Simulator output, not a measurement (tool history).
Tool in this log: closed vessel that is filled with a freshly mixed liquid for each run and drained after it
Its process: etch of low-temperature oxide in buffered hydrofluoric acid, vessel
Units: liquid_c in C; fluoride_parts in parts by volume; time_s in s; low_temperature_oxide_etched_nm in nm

| run | day | liquid_c | fluoride_parts | time_s | low_temperature_oxide_etched_nm |
|---|---|---|---|---|---|
| 1 | 0.000 | 20.0 | 19.5 | 30 | 53.887 |
| 2 | 0.312 | 21.5 | 17.0 | 30 | 66.336 |
| 3 | 0.608 | 21.5 | 17.0 | 30 | 65.815 |
| 4 | 0.971 | 22.5 | 15.0 | 30 | 79.303 |
| 5 | 1.125 | 22.5 | 15.0 | 30 | 78.989 |
| 6 | 1.246 | 23.5 | 14.0 | 30 | 89.180 |
| 7 | 1.479 | 24.5 | 13.5 | 30 | 97.217 |
| 8 | 1.508 | 25.0 | 13.0 | 30 | 104.130 |
| 9 | 1.854 | 25.0 | 13.0 | 30 | 104.140 |
| 10 | 1.967 | 25.5 | 12.5 | 30 | 111.440 |
|  | 2.029 | hydrofluoric acid flow meter replaced |
| 11 | 2.029 | 25.5 | 12.5 | 30 | 118.850 |

The next listed run, before its measurement:
| 12 | 2.258 | 26.0 | 12.5 | 30 | ? |

{"run 12": {"low_temperature_oxide_etched_nm": 123.65}}
